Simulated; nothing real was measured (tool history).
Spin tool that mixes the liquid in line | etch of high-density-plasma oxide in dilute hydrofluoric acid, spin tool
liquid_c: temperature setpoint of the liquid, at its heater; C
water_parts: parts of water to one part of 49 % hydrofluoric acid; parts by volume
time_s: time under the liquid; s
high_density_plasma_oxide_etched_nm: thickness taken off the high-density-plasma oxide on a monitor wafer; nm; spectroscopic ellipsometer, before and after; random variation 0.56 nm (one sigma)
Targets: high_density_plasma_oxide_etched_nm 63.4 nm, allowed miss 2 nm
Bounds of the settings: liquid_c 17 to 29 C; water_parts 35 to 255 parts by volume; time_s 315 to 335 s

run	hour	liquid_c	water_parts	time_s	high_density_plasma_oxide_etched_nm
1	0	21	145	315	19.946
2	1.9	18.5	145	315	18.098
3	10	21	115	315	26.442
4	18.3	23	100	315	33.661
5	22.7	23	130	315	24.64
6	28.2	24.5	110	315	32.053
7	31.9	25.5	95	315	38.886
8	35.4	26.5	85	315	45.915
9	37.4	27	80	315	50.155
10	45	27	80	315	49.479
11	45.8	27	80	315	50.126
12	52.6	27.5	75	315	54.334
13	55.5	28	75	315	56.201
14	59.2	28.5	75	315	56.418

Which of these 4 next moves meets every target?
A	62.9	28	70	335	?
B	62.9	28.5	85	335	?
C	62.9	26	75	320	?
D	62.9	27.5	80	315	?

move	high_density_plasma_oxide_etched_nm
A	63.242
B	51.993
C	51.75
D	50.318
A: meets every target
B: further off than the last run
C: further off than the last run
D: further off than the last run
Move A is the one to make.

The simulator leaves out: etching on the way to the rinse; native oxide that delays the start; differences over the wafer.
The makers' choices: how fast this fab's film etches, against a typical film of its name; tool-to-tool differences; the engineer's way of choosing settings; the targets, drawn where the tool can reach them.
